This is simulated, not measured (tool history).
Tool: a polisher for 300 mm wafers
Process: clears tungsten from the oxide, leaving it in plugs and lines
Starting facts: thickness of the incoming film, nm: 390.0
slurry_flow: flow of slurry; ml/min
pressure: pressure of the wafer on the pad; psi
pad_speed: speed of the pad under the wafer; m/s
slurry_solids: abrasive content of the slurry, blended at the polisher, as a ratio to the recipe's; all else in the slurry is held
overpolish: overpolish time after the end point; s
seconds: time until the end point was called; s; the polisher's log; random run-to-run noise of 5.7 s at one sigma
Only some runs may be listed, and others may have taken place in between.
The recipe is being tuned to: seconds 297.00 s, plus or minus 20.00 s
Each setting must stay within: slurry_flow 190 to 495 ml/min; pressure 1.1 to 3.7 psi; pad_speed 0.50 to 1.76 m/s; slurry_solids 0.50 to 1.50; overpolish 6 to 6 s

run 1 hour=0.0 | slurry_flow=320 pressure=2.4 pad_speed=1.12 slurry_solids=1.00 overpolish=6 | seconds=126.00
run 2 hour=4.0 | slurry_flow=320 pressure=2.4 pad_speed=0.86 slurry_solids=1.00 overpolish=6 | seconds=166.75
run 3 hour=9.6 | slurry_flow=320 pressure=2.4 pad_speed=0.86 slurry_solids=1.10 overpolish=6 | seconds=155.91
run 4 hour=10.3 | slurry_flow=320 pressure=2.4 pad_speed=0.86 slurry_solids=1.10 overpolish=6 | seconds=165.66
run 5 hour=14.3 | slurry_flow=320 pressure=2.1 pad_speed=0.84 slurry_solids=1.10 overpolish=6 | seconds=181.03
run 6 hour=16.6 | slurry_flow=250 pressure=2.1 pad_speed=0.84 slurry_solids=1.10 overpolish=6 | seconds=186.95
run 7 hour=17.2 | slurry_flow=250 pressure=1.9 pad_speed=0.80 slurry_solids=1.10 overpolish=6 | seconds=216.75
run 8 hour=18.8 | slurry_flow=250 pressure=1.7 pad_speed=0.78 slurry_solids=1.10 overpolish=6 | seconds=236.44
run 9 hour=20.0 | slurry_flow=250 pressure=1.6 pad_speed=0.76 slurry_solids=1.10 overpolish=6 | seconds=264.04

Below are 5 possible settings for the next run. Only one of them brings all results inside the allowed miss of their targets. Which is it?
run A hour=21.2 | slurry_flow=255 pressure=1.4 pad_speed=0.62 slurry_solids=1.50 overpolish=6 | seconds=?
run B hour=21.2 | slurry_flow=225 pressure=1.9 pad_speed=0.64 slurry_solids=0.80 overpolish=6 | seconds=?
run C hour=21.2 | slurry_flow=335 pressure=1.9 pad_speed=0.72 slurry_solids=1.05 overpolish=6 | seconds=?
run D hour=21.2 | slurry_flow=285 pressure=1.9 pad_speed=0.68 slurry_solids=1.20 overpolish=6 | seconds=?
run E hour=21.2 | slurry_flow=190 pressure=1.9 pad_speed=0.72 slurry_solids=1.10 overpolish=6 | seconds=?

move=A seconds=349.61
move=B seconds=293.74
move=C seconds=240.29
move=D seconds=250.43
move=E seconds=252.07
A: takes the result that was furthest off past its target
B: meets every target
C: lands further from the targets than the last run did
D: lands further from the targets than the last run did
E: lands further from the targets than the last run did
B is the move that brings every result within its allowed miss.
